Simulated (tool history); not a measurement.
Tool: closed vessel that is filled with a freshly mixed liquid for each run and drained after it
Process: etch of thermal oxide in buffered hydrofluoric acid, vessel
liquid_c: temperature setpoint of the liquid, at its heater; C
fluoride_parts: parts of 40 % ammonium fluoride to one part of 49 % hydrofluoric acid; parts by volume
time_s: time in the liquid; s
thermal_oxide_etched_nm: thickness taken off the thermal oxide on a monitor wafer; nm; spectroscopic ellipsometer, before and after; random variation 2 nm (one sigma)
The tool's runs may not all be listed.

run,day,liquid_c,fluoride_parts,time_s,thermal_oxide_etched_nm
1,0.000,25.0,9.0,100,134.19
2,0.146,26.5,9.0,100,145.82
3,0.342,26.5,10.0,100,135.87
4,0.446,28.0,9.5,100,153.86
5,0.738,28.0,9.5,110,171.11
6,1.038,28.0,9.5,100,152.74
7,1.333,28.0,9.5,100,153.21
8,1.625,29.0,9.5,100,164.74

Run 9 comes next. What will it give?
9,1.862,30.0,9.5,100,?

thermal_oxide_etched_nm: 171.98 nm
